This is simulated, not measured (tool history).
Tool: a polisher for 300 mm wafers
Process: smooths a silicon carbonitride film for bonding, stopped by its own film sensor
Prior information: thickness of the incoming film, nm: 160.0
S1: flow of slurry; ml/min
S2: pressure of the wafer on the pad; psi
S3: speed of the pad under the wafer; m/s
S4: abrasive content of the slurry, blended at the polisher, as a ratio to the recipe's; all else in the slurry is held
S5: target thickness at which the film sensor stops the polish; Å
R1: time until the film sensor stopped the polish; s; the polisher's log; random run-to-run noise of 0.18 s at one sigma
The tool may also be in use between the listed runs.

{"run": 1, "hour": 0.0, "S1": 205, "S2": 1.6, "S3": 1.06, "S4": 1.0, "S5": 1510, "R1": 34.702}
{"run": 2, "hour": 2.7, "S1": 205, "S2": 1.2, "S3": 1.06, "S4": 1.0, "S5": 1510, "R1": 46.024}
{"run": 3, "hour": 5.8, "S1": 205, "S2": 1.2, "S3": 1.06, "S4": 0.85, "S5": 1510, "R1": 47.705}
{"run": 4, "hour": 8.8, "S1": 230, "S2": 1.2, "S3": 1.06, "S4": 0.85, "S5": 1510, "R1": 47.266}
{"run": 5, "hour": 16.3, "S1": 230, "S2": 1.2, "S3": 1.06, "S4": 0.7, "S5": 1510, "R1": 50.094}
{"run": 6, "hour": 20.3, "S1": 230, "S2": 1.2, "S3": 1.06, "S4": 0.7, "S5": 1510, "R1": 49.68}
{"run": 7, "hour": 26.9, "S1": 230, "S2": 1.5, "S3": 1.06, "S4": 0.7, "S5": 1510, "R1": 40.071}

Forecast run 8:
{"run": 8, "hour": 32.3, "S1": 235, "S2": 1.7, "S3": 1.06, "S4": 0.7, "S5": 1510, "R1": "?"}

{"run 8": {"R1": 35.856}}

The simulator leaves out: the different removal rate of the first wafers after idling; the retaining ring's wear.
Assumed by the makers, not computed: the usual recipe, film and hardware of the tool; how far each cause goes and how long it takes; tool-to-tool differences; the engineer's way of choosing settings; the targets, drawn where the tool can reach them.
